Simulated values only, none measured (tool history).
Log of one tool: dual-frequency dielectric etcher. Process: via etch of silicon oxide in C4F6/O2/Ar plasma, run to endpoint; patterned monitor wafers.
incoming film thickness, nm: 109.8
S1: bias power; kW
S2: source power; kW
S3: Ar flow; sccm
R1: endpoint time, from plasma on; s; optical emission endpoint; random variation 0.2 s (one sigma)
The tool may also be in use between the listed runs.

{"run": 1, "hour": 0.0, "S1": 0.344, "S2": 0.44, "S3": 286, "R1": 25.259}
{"run": 2, "hour": 7.8, "S1": 0.344, "S2": 0.39, "S3": 286, "R1": 26.549}
{"run": 3, "hour": 8.4, "S1": 0.331, "S2": 0.38, "S3": 287, "R1": 28.116}
{"run": 4, "hour": 14.3, "S1": 0.331, "S2": 0.38, "S3": 265, "R1": 27.521}
{"run": 5, "hour": 16.6, "S1": 0.28, "S2": 0.38, "S3": 265, "R1": 29.477}
{"run": 6, "hour": 23.5, "S1": 0.28, "S2": 0.32, "S3": 265, "R1": 32.948}
{"run": 7, "hour": 28.9, "S1": 0.301, "S2": 0.33, "S3": 265, "R1": 31.532}
{"run": 8, "hour": 31.4, "S1": 0.368, "S2": 0.36, "S3": 261, "R1": 27.205}
{"run": 9, "hour": 32.1, "S1": 0.36, "S2": 0.36, "S3": 261, "R1": 27.551}

The next listed run, before its measurement:
{"run": 10, "hour": 33.5, "S1": 0.354, "S2": 0.36, "S3": 261, "R1": "?"}

{"run 10": {"R1": 27.777}}
